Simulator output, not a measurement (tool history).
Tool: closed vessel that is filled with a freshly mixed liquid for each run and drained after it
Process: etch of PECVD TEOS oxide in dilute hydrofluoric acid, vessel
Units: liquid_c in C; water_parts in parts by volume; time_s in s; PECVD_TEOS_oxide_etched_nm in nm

run,hour,liquid_c,water_parts,time_s,PECVD_TEOS_oxide_etched_nm
1,0,25,275,110,8.0138
2,6.6,25,195,110,12.328
3,12.2,26.5,195,110,13.062
4,16.3,25.5,195,110,12.436
5,22.4,25.5,280,110,7.9235
6,29.2,28,260,110,9.6209
7,36.9,29.5,245,110,10.887
8,41.5,33,200,110,15.514

Forecast run 9:
9,44.6,32.5,200,110,?

{"run 9": {"PECVD_TEOS_oxide_etched_nm": 15.499}}

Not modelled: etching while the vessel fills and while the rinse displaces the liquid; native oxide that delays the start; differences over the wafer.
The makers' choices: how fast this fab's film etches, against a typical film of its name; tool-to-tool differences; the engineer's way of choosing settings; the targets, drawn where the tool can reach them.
